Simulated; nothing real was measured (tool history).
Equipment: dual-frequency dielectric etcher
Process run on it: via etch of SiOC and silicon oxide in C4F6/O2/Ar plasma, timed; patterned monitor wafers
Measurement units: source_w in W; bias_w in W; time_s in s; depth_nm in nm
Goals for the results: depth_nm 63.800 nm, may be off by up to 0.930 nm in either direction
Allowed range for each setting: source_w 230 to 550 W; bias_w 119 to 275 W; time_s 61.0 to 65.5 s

| run | hour | source_w | bias_w | time_s | depth_nm |
|---|---|---|---|---|---|
| 1 | 0.0 | 390 | 197 | 65.5 | 70.674 |
| 2 | 7.7 | 390 | 197 | 65.5 | 70.670 |
| 3 | 10.4 | 360 | 195 | 65.5 | 68.446 |
| 4 | 16.9 | 410 | 195 | 65.5 | 71.809 |
| 5 | 19.5 | 360 | 195 | 65.5 | 67.858 |
| 6 | 22.9 | 350 | 194 | 65.5 | 67.452 |
| 7 | 28.4 | 340 | 193 | 65.5 | 66.164 |
| 8 | 32.9 | 330 | 193 | 65.5 | 65.504 |

Which single option among these 4 for the next run brings every result within its allowed miss of target? Just one does.
| A | 37.4 | 370 | 187 | 64.5 | ? |
| B | 37.4 | 340 | 192 | 63.0 | ? |
| C | 37.4 | 320 | 215 | 65.0 | ? |
| D | 37.4 | 360 | 196 | 65.5 | ? |

| move | depth_nm |
|---|---|
| A | 66.776 |
| B | 63.693 |
| C | 67.536 |
| D | 68.526 |
A: the biggest miss grows against the last run
B: all results in spec
C: the biggest miss grows against the last run
D: the biggest miss grows against the last run
The right move is B.
